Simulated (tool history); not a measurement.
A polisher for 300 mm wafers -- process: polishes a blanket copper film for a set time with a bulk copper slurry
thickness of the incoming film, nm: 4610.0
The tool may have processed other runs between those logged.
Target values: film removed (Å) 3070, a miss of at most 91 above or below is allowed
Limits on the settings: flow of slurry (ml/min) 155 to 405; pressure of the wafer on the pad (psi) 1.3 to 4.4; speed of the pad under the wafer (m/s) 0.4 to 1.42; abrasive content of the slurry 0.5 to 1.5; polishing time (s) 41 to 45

| run | day | flow of slurry (ml/min) | pressure of the wafer on the pad (psi) | speed of the pad under the wafer (m/s) | abrasive content of the slurry | polishing time (s) | film removed (Å) |
|---|---|---|---|---|---|---|---|
| 1 | 0 | 260 | 2.8 | 0.9 | 1 | 45 | 4045.2 |
| 2 | 0.304 | 260 | 2.6 | 0.9 | 1 | 45 | 3747 |
| 3 | 0.579 | 260 | 2.5 | 0.9 | 1 | 45 | 3607.3 |
| 4 | 0.717 | 260 | 2.5 | 0.9 | 1.1 | 45 | 3675.9 |
| 5 | 1.012 | 295 | 2.5 | 0.9 | 1.1 | 45 | 3732.6 |
| 6 | 1.108 | 295 | 2.4 | 0.9 | 1.1 | 45 | 3576.7 |
| 7 | 1.192 | 295 | 2.3 | 0.9 | 1.1 | 45 | 3470 |
| 8 | 1.521 | 295 | 2.2 | 0.9 | 1.1 | 45 | 3305.4 |

5 next moves are on the table. One of them brings every result within its allowed miss. Which?
| A | 1.85 | 235 | 2 | 1.02 | 1.15 | 41 | ? |
| B | 1.85 | 355 | 2.4 | 0.9 | 1.1 | 45 | ? |
| C | 1.85 | 335 | 2.8 | 0.62 | 0.95 | 45 | ? |
| D | 1.85 | 290 | 2.1 | 0.82 | 1.05 | 44 | ? |
| E | 1.85 | 315 | 1.6 | 1.04 | 1.15 | 44 | ? |

| move | film removed (Å) |
|---|---|
| A | 3085.1 |
| B | 3687.7 |
| C | 2871.9 |
| D | 2813.3 |
| E | 2815.9 |
A: all results land within tolerance of their targets
B: the biggest miss grows against the last run
C: takes the result that was furthest off past its target
D: takes the result that was furthest off past its target
E: takes the result that was furthest off past its target
Go with A: it meets all targets.
